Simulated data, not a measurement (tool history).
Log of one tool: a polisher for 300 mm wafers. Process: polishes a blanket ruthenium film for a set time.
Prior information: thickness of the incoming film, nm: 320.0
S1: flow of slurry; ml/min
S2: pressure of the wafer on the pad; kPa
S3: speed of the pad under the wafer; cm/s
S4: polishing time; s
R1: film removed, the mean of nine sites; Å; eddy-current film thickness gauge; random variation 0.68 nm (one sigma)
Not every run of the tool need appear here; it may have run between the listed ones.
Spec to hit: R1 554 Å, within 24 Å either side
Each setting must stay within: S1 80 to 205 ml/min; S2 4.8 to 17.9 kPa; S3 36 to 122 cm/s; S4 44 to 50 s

{"run": 1, "hour": 0.0, "S1": 135, "S2": 11, "S3": 78, "S4": 50, "R1": 338.1}
{"run": 2, "hour": 4.7, "S1": 135, "S2": 12.4, "S3": 78, "S4": 50, "R1": 378.68}
{"run": 3, "hour": 10.8, "S1": 150, "S2": 12.4, "S3": 78, "S4": 50, "R1": 380.21}
{"run": 4, "hour": 12.7, "S1": 150, "S2": 13.1, "S3": 78, "S4": 50, "R1": 402.55}
{"run": 5, "hour": 19.9, "S1": 150, "S2": 13.8, "S3": 78, "S4": 50, "R1": 427.98}
{"run": 6, "hour": 24.3, "S1": 180, "S2": 13.8, "S3": 78, "S4": 50, "R1": 431.56}
{"hour": 25.7, "done": "slurry nozzle cleaned"}
{"run": 7, "hour": 25.7, "S1": 180, "S2": 14.5, "S3": 78, "S4": 50, "R1": 494.03}
{"run": 8, "hour": 27.5, "S1": 180, "S2": 15.2, "S3": 78, "S4": 50, "R1": 526.35}

Of the 5 settings listed for the next run, only one would bring every result within its allowed miss of target. Which one?
{"run": "A", "hour": 29.3, "S1": 160, "S2": 13.8, "S3": 112, "S4": 47, "R1": "?"}
{"run": "B", "hour": 29.3, "S1": 150, "S2": 16.5, "S3": 70, "S4": 49, "R1": "?"}
{"run": "C", "hour": 29.3, "S1": 180, "S2": 15.9, "S3": 96, "S4": 45, "R1": "?"}
{"run": "D", "hour": 29.3, "S1": 180, "S2": 15.9, "S3": 90, "S4": 50, "R1": "?"}
{"run": "E", "hour": 29.3, "S1": 165, "S2": 16.5, "S3": 78, "S4": 50, "R1": "?"}

move=A R1=615.25
move=B R1=480.51
move=C R1=590.6
move=D R1=616.22
move=E R1=552.27
A: the result that was furthest off in the last run now lies on the other side of its target
B: its largest miss is bigger than the last run's
C: the result that was furthest off in the last run now lies on the other side of its target
D: the result that was furthest off in the last run now lies on the other side of its target
E: in spec on every target
Answer: E
